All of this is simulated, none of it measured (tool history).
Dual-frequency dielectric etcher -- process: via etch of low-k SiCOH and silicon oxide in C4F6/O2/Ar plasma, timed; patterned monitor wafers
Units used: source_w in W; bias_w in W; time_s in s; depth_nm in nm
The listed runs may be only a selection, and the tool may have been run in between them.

run	hour	source_w	bias_w	time_s	depth_nm
1	0.0	320	160	117	274.02
2	6.0	330	160	117	278.98
3	7.1	290	160	117	265.58
4	13.6	310	161	117	272.69
5	17.5	310	144	117	265.18
# hour 20.7: wet clean of the chamber
6	20.7	310	144	117	260.00
7	22.4	330	145	117	267.51

Expected results for the next run?
8	29.3	350	146	117	?

depth_nm: 272.16 nm
